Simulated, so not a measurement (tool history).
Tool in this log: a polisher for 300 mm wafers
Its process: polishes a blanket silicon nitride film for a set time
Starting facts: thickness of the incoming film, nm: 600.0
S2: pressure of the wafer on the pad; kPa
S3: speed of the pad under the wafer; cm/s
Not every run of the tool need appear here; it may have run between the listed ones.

run 1 hour=0 | flow_of_slurry_(ml/min)=205 S2=25.5 S3=128 polishing_time_(s)=50 | film_removed_(Å)=1262.7
run 2 hour=2.8 | flow_of_slurry_(ml/min)=210 S2=26.9 S3=128 polishing_time_(s)=50 | film_removed_(Å)=1330.7
run 3 hour=9.8 | flow_of_slurry_(ml/min)=210 S2=28.3 S3=128 polishing_time_(s)=50 | film_removed_(Å)=1406.7
run 4 hour=18.6 | flow_of_slurry_(ml/min)=210 S2=29 S3=128 polishing_time_(s)=50 | film_removed_(Å)=1394.3
run 5 hour=20.2 | flow_of_slurry_(ml/min)=210 S2=33.1 S3=128 polishing_time_(s)=50 | film_removed_(Å)=1586.6
run 6 hour=22.7 | flow_of_slurry_(ml/min)=215 S2=33.8 S3=128 polishing_time_(s)=50 | film_removed_(Å)=1651.9
run 7 hour=29.3 | flow_of_slurry_(ml/min)=220 S2=33.8 S3=128 polishing_time_(s)=50 | film_removed_(Å)=1650.8

What does the tool deliver on the next run?
run 8 hour=34.9 | flow_of_slurry_(ml/min)=225 S2=33.8 S3=128 polishing_time_(s)=50 | film_removed_(Å)=?

{"run 8": {"film removed (Å)": 1662.5}}
